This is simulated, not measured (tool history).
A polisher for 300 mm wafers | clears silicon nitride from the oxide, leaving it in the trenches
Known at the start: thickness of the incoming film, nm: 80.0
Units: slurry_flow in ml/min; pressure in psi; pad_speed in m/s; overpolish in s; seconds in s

| run | hour | slurry_flow | pressure | pad_speed | overpolish | seconds |
|---|---|---|---|---|---|---|
| 1 | 0 | 150 | 1.7 | 1.04 | 5 | 125.88 |
| 2 | 3.4 | 155 | 2 | 1.06 | 5 | 104.55 |
| 3 | 11.4 | 155 | 2 | 1.28 | 5 | 86.641 |
| 4 | 12.2 | 155 | 2 | 1.28 | 4 | 86.917 |
| 5 | 20 | 155 | 2.4 | 1.28 | 4 | 73.185 |
| 6 | 27.7 | 155 | 2.4 | 1.04 | 4 | 87.298 |
| 7 | 28.9 | 155 | 2.4 | 1.04 | 4 | 87.962 |

Forecast run 8:
| 8 | 32.8 | 165 | 2.5 | 1.1 | 4 | ? |

{"run 8": {"seconds": 79.149}}
